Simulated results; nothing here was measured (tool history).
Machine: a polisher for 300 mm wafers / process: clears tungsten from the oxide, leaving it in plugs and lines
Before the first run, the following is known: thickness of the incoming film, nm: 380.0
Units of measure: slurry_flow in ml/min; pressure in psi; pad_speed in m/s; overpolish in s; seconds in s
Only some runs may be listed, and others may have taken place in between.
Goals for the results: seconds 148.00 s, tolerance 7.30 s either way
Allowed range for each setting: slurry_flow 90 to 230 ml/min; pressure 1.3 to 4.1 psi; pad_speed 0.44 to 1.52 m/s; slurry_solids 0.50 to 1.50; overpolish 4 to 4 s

run    day  slurry_flow  pressure  pad_speed  slurry_solids  overpolish  seconds
  1  0.000          150       2.7       0.98           1.00           4   118.54
  2  0.312          150       2.6       0.98           1.00           4   118.80
  3  0.571          150       2.5       0.98           1.00           4   122.87
  4  0.908          150       2.5       0.98           1.00           4   125.30
  5  1.258          150       2.5       0.98           1.00           4   122.80
  6  1.496          150       2.8       0.98           1.00           4   111.57
  7  1.533          150       2.7       0.98           1.00           4   113.62
  8  1.912          150       2.6       0.98           1.00           4   123.46
  9  2.071          150       2.5       0.98           1.00           4   125.63
 10  2.279          150       2.4       0.98           1.00           4   132.71
 11  2.304          150       2.3       0.98           1.00           4   139.79

Below are 5 possible settings for the next run. Only one of them brings all results inside the allowed miss of their targets. Which is it?
  A  2.329          195       2.3       1.04           0.65           4        ?
  B  2.329          155       2.3       1.02           1.00           4        ?
  C  2.329          155       2.1       0.96           1.10           4        ?
  D  2.329          145       2.1       1.10           1.00           4        ?
  E  2.329          125       1.8       1.34           1.00           4        ?

move  seconds
   A   137.73
   B   130.16
   C   146.49
   D   134.29
   E   133.80
A: lands further from the targets than the last run did
B: lands further from the targets than the last run did
C: every result lands within tolerance
D: lands further from the targets than the last run did
E: lands further from the targets than the last run did
Go with C: it meets all targets.
